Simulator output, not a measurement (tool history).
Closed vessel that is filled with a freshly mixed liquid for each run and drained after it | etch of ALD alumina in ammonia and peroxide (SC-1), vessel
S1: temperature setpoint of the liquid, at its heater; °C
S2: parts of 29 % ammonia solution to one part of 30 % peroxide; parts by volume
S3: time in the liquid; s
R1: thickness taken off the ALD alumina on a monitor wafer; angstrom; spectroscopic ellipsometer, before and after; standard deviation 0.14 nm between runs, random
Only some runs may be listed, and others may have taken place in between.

run	hour	S1	S2	S3	R1
1	0	61	0.55	90	92.656
2	1.1	54	0.55	90	62.739
3	5.6	50	0.55	90	51.349
4	9.2	50	0.55	70	39.952
5	13	56	0.55	70	55.203
6	21.4	60.5	0.6	75	74.785
7	23.7	63.5	0.55	80	92.953

Expected results for the next run?
8	31.9	65.5	0.55	85	?

Logged for run 8: R1 106.97 angstrom.

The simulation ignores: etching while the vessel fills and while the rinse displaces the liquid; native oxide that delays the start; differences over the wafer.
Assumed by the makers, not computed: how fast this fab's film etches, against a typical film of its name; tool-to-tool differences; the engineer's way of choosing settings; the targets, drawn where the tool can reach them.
